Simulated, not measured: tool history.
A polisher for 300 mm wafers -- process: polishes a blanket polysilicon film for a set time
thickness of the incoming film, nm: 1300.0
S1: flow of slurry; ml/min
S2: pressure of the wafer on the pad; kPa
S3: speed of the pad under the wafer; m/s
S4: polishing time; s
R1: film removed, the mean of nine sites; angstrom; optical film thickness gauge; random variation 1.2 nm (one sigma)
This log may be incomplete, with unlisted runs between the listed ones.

| run | hour | S1 | S2 | S3 | S4 | R1 |
|---|---|---|---|---|---|---|
| 1 | 0.0 | 140 | 22.8 | 0.88 | 68 | 5063.1 |
| 2 | 3.6 | 120 | 22.8 | 0.88 | 68 | 4928.3 |
| 3 | 8.0 | 90 | 22.8 | 0.88 | 68 | 4587.6 |
| 4 | 12.5 | 90 | 22.8 | 0.88 | 72 | 4772.8 |
| 5 | 15.5 | 125 | 22.8 | 0.88 | 72 | 5266.2 |
| 6 | 18.1 | 115 | 18.6 | 0.74 | 72 | 3633.0 |
| 7 | 27.1 | 110 | 15.9 | 0.64 | 72 | 2677.9 |

Run 8 has not been measured yet. What should we expect?
| 8 | 31.5 | 105 | 13.8 | 0.60 | 72 | ? |

For run 8 the tool returned R1 2151.8 angstrom.
